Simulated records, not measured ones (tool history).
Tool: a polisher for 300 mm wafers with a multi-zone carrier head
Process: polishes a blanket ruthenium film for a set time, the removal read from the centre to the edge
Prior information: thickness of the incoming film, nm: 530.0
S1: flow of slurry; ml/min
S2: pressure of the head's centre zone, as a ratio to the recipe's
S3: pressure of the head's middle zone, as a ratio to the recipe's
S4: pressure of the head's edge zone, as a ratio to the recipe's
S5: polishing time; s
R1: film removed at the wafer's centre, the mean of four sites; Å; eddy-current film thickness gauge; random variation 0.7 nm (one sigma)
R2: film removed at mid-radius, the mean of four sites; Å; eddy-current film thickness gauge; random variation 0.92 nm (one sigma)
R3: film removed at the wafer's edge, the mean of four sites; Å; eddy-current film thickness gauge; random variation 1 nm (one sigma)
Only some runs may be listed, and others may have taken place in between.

| run | hour | S1 | S2 | S3 | S4 | S5 | R1 | R2 | R3 |
|---|---|---|---|---|---|---|---|---|---|
| 1 | 0.0 | 300 | 1.00 | 1.00 | 1.00 | 75 | 713.92 | 701.73 | 695.91 |
| 2 | 8.6 | 315 | 1.04 | 1.04 | 1.03 | 81 | 792.51 | 767.54 | 769.75 |
| 3 | 17.4 | 315 | 1.01 | 1.04 | 1.03 | 81 | 765.61 | 777.28 | 771.33 |
| 4 | 21.6 | 320 | 1.05 | 1.08 | 1.02 | 87 | 856.40 | 867.54 | 806.35 |
| 5 | 26.3 | 320 | 1.10 | 1.08 | 1.02 | 87 | 889.04 | 865.24 | 816.26 |
| 6 | 34.8 | 320 | 1.10 | 1.08 | 1.02 | 72 | 732.61 | 719.45 | 675.43 |
| 7 | 37.8 | 330 | 1.12 | 1.10 | 1.03 | 80 | 827.56 | 808.42 | 769.41 |
| 8 | 40.1 | 340 | 1.14 | 1.11 | 1.03 | 86 | 914.53 | 874.09 | 813.73 |
| 9 | 48.9 | 340 | 1.14 | 1.11 | 1.03 | 86 | 914.10 | 863.91 | 819.19 |

The next listed run, before its measurement:
| 10 | 53.4 | 340 | 1.15 | 1.13 | 1.03 | 90 | ? | ? | ? |

{"run 10": {"R1": 966.15, "R2": 907.02, "R3": 853.09}}
